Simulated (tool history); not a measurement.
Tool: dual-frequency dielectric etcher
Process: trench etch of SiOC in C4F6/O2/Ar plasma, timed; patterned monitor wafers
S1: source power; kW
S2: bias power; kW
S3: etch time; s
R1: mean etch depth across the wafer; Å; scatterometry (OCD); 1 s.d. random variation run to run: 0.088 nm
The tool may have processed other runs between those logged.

{"run": 1, "day": 0.0, "S1": 0.36, "S2": 0.182, "S3": 20.5, "R1": 413.5}
{"run": 2, "day": 0.125, "S1": 0.36, "S2": 0.16, "S3": 20.5, "R1": 400.15}
{"run": 3, "day": 0.333, "S1": 0.34, "S2": 0.159, "S3": 20.5, "R1": 392.32}
{"run": 4, "day": 0.388, "S1": 0.34, "S2": 0.159, "S3": 21.0, "R1": 402.93}
{"run": 5, "day": 0.479, "S1": 0.32, "S2": 0.158, "S3": 21.0, "R1": 393.85}
{"run": 6, "day": 0.542, "S1": 0.32, "S2": 0.158, "S3": 21.0, "R1": 391.61}
{"run": 7, "day": 0.817, "S1": 0.31, "S2": 0.158, "S3": 21.0, "R1": 389.2}

Run 8 has not been measured yet. What should we expect?
{"run": 8, "day": 1.025, "S1": 0.28, "S2": 0.157, "S3": 21.0, "R1": "?"}

{"run 8": {"R1": 375.47}}
